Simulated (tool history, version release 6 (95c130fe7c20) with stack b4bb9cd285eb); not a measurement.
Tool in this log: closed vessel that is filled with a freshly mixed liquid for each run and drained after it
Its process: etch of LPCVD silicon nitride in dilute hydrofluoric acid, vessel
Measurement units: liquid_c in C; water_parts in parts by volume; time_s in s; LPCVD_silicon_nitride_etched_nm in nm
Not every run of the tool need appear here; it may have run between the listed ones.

| run | hour | liquid_c | water_parts | time_s | LPCVD_silicon_nitride_etched_nm |
|---|---|---|---|---|---|
| 1 | 0 | 23 | 110 | 2570 | 8.3909 |
| 2 | 2.7 | 22.5 | 110 | 2570 | 8.1135 |
| 3 | 6.2 | 22.5 | 110 | 2775 | 8.7781 |
| 4 | 12.5 | 21.5 | 110 | 2775 | 8.2237 |
| 5 | 19.9 | 21 | 110 | 2775 | 7.9548 |
| 6 | 29.7 | 24.5 | 110 | 2775 | 10.058 |

Estimate the outcome of run 7 from the log above:
| 7 | 39 | 23.5 | 110 | 2775 | ? |

Run 7 gave LPCVD_silicon_nitride_etched_nm 9.4665 nm.

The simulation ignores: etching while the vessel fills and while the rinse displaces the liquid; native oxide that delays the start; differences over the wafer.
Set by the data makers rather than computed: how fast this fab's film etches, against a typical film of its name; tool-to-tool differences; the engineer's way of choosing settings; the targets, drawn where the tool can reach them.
